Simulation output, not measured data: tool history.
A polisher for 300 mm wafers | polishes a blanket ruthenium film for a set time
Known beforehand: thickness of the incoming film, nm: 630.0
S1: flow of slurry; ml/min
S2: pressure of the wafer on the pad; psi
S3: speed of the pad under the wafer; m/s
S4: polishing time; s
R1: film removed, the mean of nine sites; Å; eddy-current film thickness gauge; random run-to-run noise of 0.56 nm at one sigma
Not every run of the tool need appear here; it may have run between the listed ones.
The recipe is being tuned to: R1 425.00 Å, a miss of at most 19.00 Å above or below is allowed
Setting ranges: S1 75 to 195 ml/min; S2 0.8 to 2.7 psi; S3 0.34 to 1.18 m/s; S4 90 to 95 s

{"run": 1, "hour": 0.0, "S1": 125, "S2": 1.7, "S3": 0.76, "S4": 90, "R1": 557.84}
{"run": 2, "hour": 5.4, "S1": 100, "S2": 1.7, "S3": 0.76, "S4": 90, "R1": 538.56}
{"run": 3, "hour": 7.5, "S1": 100, "S2": 1.6, "S3": 0.76, "S4": 90, "R1": 535.91}
{"run": 4, "hour": 14.5, "S1": 75, "S2": 1.6, "S3": 0.76, "S4": 90, "R1": 516.8}
{"run": 5, "hour": 20.0, "S1": 75, "S2": 1.6, "S3": 0.92, "S4": 90, "R1": 621.96}
{"run": 6, "hour": 21.0, "S1": 75, "S2": 1.8, "S3": 0.92, "S4": 90, "R1": 667.93}
{"run": 7, "hour": 23.3, "S1": 75, "S2": 1.7, "S3": 0.9, "S4": 90, "R1": 616.78}
{"run": 8, "hour": 30.9, "S1": 75, "S2": 1.6, "S3": 0.9, "S4": 90, "R1": 604.16}
{"run": 9, "hour": 34.6, "S1": 75, "S2": 1.5, "S3": 0.88, "S4": 90, "R1": 560.15}
{"run": 10, "hour": 37.7, "S1": 75, "S2": 1.4, "S3": 0.88, "S4": 90, "R1": 543.29}
{"run": 11, "hour": 44.6, "S1": 75, "S2": 1.3, "S3": 0.88, "S4": 90, "R1": 515.29}
{"run": 12, "hour": 45.2, "S1": 75, "S2": 1.2, "S3": 0.88, "S4": 90, "R1": 493.32}
{"run": 13, "hour": 46.9, "S1": 75, "S2": 1.0, "S3": 0.88, "S4": 90, "R1": 461.27}

Which of these 5 next moves meets every target?
{"run": "A", "hour": 48.6, "S1": 80, "S2": 0.9, "S3": 0.9, "S4": 95, "R1": "?"}
{"run": "B", "hour": 48.6, "S1": 100, "S2": 1.1, "S3": 0.66, "S4": 90, "R1": "?"}
{"run": "C", "hour": 48.6, "S1": 85, "S2": 0.8, "S3": 0.88, "S4": 92, "R1": "?"}
{"run": "D", "hour": 48.6, "S1": 120, "S2": 0.8, "S3": 0.94, "S4": 95, "R1": "?"}
{"run": "E", "hour": 48.6, "S1": 120, "S2": 0.8, "S3": 0.76, "S4": 90, "R1": "?"}

move=A R1=467.81
move=B R1=371.61
move=C R1=424.00
move=D R1=487.67
move=E R1=375.69
A: further off than the last run
B: the result that was furthest off in the last run now lies on the other side of its target
C: all results in spec
D: further off than the last run
E: the result that was furthest off in the last run now lies on the other side of its target
Move C is the one to make.
